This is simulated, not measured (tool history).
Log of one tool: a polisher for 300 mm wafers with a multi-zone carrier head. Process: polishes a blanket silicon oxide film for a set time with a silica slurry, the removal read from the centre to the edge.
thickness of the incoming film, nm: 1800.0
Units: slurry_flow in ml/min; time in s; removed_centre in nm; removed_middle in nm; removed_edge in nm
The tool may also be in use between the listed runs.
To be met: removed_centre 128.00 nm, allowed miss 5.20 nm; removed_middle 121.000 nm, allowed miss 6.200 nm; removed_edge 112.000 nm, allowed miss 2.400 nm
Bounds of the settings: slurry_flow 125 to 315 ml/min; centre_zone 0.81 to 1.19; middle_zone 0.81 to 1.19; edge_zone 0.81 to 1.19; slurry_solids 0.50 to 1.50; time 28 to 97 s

| run | hour | slurry_flow | centre_zone | middle_zone | edge_zone | slurry_solids | time | removed_centre | removed_middle | removed_edge |
|---|---|---|---|---|---|---|---|---|---|---|
| 1 | 0.0 | 205 | 1.00 | 1.00 | 1.00 | 1.00 | 62 | 215.49 | 216.820 | 213.660 |
| 2 | 5.6 | 205 | 0.97 | 1.00 | 1.00 | 1.00 | 62 | 208.14 | 212.940 | 212.490 |
| 3 | 7.2 | 205 | 0.98 | 1.00 | 0.98 | 0.95 | 60 | 201.03 | 195.680 | 201.280 |
| 4 | 13.8 | 210 | 1.00 | 1.02 | 0.99 | 0.90 | 57 | 189.02 | 191.160 | 187.510 |
| 5 | 20.7 | 210 | 1.00 | 1.02 | 1.06 | 0.90 | 57 | 190.50 | 198.390 | 194.400 |
| 6 | 29.0 | 210 | 1.00 | 1.02 | 1.06 | 0.90 | 69 | 232.14 | 230.330 | 235.010 |
| 7 | 34.5 | 210 | 1.01 | 1.02 | 1.04 | 0.85 | 66 | 216.91 | 214.170 | 215.930 |
| 8 | 40.6 | 210 | 1.02 | 1.03 | 1.02 | 0.80 | 63 | 205.69 | 204.280 | 200.330 |
| 9 | 44.4 | 210 | 1.02 | 1.03 | 1.02 | 0.80 | 63 | 205.09 | 201.560 | 200.200 |
| 10 | 50.4 | 210 | 1.02 | 1.03 | 1.00 | 0.75 | 61 | 194.97 | 192.720 | 184.990 |
| 11 | 53.8 | 205 | 1.02 | 1.02 | 0.98 | 0.70 | 59 | 184.17 | 176.090 | 171.000 |
| 12 | 55.5 | 200 | 1.01 | 1.02 | 0.96 | 0.70 | 58 | 176.22 | 177.920 | 169.970 |
| 13 | 64.1 | 200 | 1.01 | 1.02 | 0.95 | 0.70 | 56 | 172.88 | 169.050 | 160.300 |
| 14 | 71.9 | 195 | 1.01 | 1.02 | 0.94 | 0.70 | 55 | 165.70 | 160.920 | 157.360 |
| 15 | 77.8 | 195 | 1.01 | 1.02 | 0.93 | 0.70 | 54 | 164.25 | 164.780 | 155.730 |
| 16 | 82.2 | 185 | 1.06 | 0.95 | 0.84 | 0.50 | 39 | 104.17 | 94.916 | 90.419 |
| 17 | 83.3 | 190 | 1.06 | 0.96 | 0.86 | 0.50 | 39 | 105.73 | 94.034 | 92.634 |
| 18 | 88.9 | 195 | 1.06 | 0.98 | 0.87 | 0.50 | 39 | 106.85 | 97.591 | 92.799 |
| 19 | 91.0 | 195 | 1.06 | 0.99 | 0.89 | 0.50 | 39 | 102.53 | 99.063 | 93.915 |

4 next moves are on the table. One of them brings every result within its allowed miss. Which?
| A | 93.1 | 150 | 1.18 | 0.89 | 1.00 | 0.60 | 45 | ? | ? | ? |
| B | 93.1 | 195 | 1.06 | 1.02 | 0.88 | 0.50 | 47 | ? | ? | ? |
| C | 93.1 | 235 | 1.08 | 1.03 | 0.81 | 0.65 | 38 | ? | ? | ? |
| D | 93.1 | 150 | 1.07 | 1.19 | 0.81 | 0.55 | 47 | ? | ? | ? |

| move | removed_centre | removed_middle | removed_edge |
|---|---|---|---|
| A | 139.06 | 106.220 | 119.130 |
| B | 127.24 | 120.320 | 111.820 |
| C | 121.56 | 113.350 | 99.991 |
| D | 126.85 | 135.940 | 108.220 |
A: takes the result that was furthest off past its target
B: meets every target
C: nearer than the last run, and not there yet
D: nearer than the last run, and not there yet
Answer: B

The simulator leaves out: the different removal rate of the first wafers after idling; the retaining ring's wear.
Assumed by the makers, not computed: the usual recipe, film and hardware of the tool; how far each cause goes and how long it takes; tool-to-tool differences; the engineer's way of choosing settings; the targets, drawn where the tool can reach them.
